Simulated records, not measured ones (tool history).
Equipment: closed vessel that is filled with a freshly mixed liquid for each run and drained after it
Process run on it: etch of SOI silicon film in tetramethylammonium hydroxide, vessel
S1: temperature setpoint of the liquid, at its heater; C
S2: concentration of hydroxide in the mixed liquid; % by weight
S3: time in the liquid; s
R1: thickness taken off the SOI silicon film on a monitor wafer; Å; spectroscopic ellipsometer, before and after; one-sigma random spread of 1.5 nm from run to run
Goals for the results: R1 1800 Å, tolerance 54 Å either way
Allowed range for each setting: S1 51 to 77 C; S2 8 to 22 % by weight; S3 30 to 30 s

| run | day | S1 | S2 | S3 | R1 |
|---|---|---|---|---|---|
| 1 | 0 | 64 | 15 | 30 | 1252.5 |
| 2 | 0.283 | 64 | 17.5 | 30 | 1188.8 |
| 3 | 0.579 | 66 | 17.5 | 30 | 1334.5 |
| 4 | 0.788 | 66 | 17.5 | 30 | 1337.5 |
| 5 | 0.854 | 67.5 | 17.5 | 30 | 1463.6 |
| 6 | 0.992 | 65.5 | 17.5 | 30 | 1290.2 |
| 7 | 1.138 | 67 | 17.5 | 30 | 1421.4 |
| 8 | 1.175 | 68 | 17.5 | 30 | 1518.4 |
| 9 | 1.55 | 68.5 | 17.5 | 30 | 1550 |
| 10 | 1.929 | 69 | 17.5 | 30 | 1599.4 |
| 11 | 2.075 | 69.5 | 17.5 | 30 | 1635.7 |

4 next moves are on the table. One of them brings every result within its allowed miss. Which?
| A | 2.221 | 70 | 18.5 | 30 | ? |
| B | 2.221 | 70 | 19 | 30 | ? |
| C | 2.221 | 70 | 17 | 30 | ? |
| D | 2.221 | 70 | 14.5 | 30 | ? |

| move | R1 |
|---|---|
| A | 1657.1 |
| B | 1638.3 |
| C | 1713.6 |
| D | 1822.7 |
A: closer than the last run, but not yet in spec
B: no nearer and no further than the last run
C: closer than the last run, but not yet in spec
D: every result lands within tolerance
Answer: D
